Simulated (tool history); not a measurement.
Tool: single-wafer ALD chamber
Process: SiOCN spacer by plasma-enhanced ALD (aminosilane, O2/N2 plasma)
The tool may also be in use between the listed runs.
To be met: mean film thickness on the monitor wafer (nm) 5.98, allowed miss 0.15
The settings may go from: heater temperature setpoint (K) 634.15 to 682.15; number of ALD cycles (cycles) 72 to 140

| run | hour | heater temperature setpoint (K) | number of ALD cycles (cycles) | mean film thickness on the monitor wafer (nm) |
|---|---|---|---|---|
| 1 | 0 | 658.15 | 106 | 6.8077 |
| 2 | 1.1 | 658.15 | 121 | 7.8191 |
| 3 | 6.7 | 658.15 | 113 | 7.2266 |
| 4 | 7.9 | 658.15 | 107 | 6.7918 |
| 5 | 10.5 | 658.15 | 103 | 6.6393 |
| 6 | 15.3 | 652.15 | 103 | 6.6494 |
| 7 | 16.2 | 652.15 | 100 | 6.3922 |
| 8 | 19.2 | 652.15 | 98 | 6.349 |
| 9 | 25.4 | 652.15 | 96 | 6.1683 |

Which of these 5 next moves meets every target?
| A | 31.6 | 657.15 | 100 | ? |
| B | 31.6 | 652.15 | 94 | ? |
| C | 31.6 | 645.15 | 97 | ? |
| D | 31.6 | 664.15 | 100 | ? |
| E | 31.6 | 644.15 | 97 | ? |

| move | mean film thickness on the monitor wafer (nm) |
|---|---|
| A | 6.4082 |
| B | 6.0237 |
| C | 6.216 |
| D | 6.4082 |
| E | 6.216 |
A: further off than the last run
B: meets every target
C: further off than the last run
D: further off than the last run
E: further off than the last run
The right move is B.
